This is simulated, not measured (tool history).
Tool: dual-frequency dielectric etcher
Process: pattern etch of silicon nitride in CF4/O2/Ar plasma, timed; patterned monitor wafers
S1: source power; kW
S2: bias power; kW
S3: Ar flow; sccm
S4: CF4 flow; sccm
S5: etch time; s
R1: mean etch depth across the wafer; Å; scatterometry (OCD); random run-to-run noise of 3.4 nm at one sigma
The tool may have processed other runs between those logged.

run	day	S1	S2	S3	S4	S5	R1
1	0.000	0.380	0.068	118	122	243	4374.4
2	0.350	0.380	0.068	118	132	243	4445.2
3	0.421	0.380	0.068	118	132	243	4436.7
4	0.475	0.380	0.068	138	132	243	4369.2
5	0.646	0.380	0.068	138	119	243	4281.2
6	0.954	0.380	0.068	138	119	223	3964.6
7	1.225	0.460	0.082	131	125	229	5459.7
8	1.325	0.470	0.082	131	125	229	5557.9

Estimate the outcome of run 9 from the log above:
9	1.600	0.470	0.082	131	125	229	?

Logged for run 9: R1 5564.7 Å.
